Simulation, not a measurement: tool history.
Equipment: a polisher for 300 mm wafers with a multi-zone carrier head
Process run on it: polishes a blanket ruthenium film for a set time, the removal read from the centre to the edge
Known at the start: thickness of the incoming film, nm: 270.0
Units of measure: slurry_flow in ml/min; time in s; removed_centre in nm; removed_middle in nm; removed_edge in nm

run,hour,slurry_flow,centre_zone,middle_zone,edge_zone,time,removed_centre,removed_middle,removed_edge
1,0.0,170,1.00,1.00,1.00,53,56.584,58.373,60.136
2,6.2,170,1.00,1.06,1.00,53,56.561,60.285,59.837
3,15.0,190,1.02,1.06,1.01,53,59.439,60.782,61.182
4,17.2,205,1.03,1.07,1.01,53,60.040,63.551,60.895
5,23.4,215,1.05,1.06,1.03,53,61.287,62.238,62.538
6,24.7,185,1.05,1.06,1.03,53,60.167,59.388,61.430

Forecast run 7:
7,29.0,200,1.07,1.07,1.03,53,?,?,?

{"run 7": {"removed_centre": 61.88, "removed_middle": 62.543, "removed_edge": 61.609}}

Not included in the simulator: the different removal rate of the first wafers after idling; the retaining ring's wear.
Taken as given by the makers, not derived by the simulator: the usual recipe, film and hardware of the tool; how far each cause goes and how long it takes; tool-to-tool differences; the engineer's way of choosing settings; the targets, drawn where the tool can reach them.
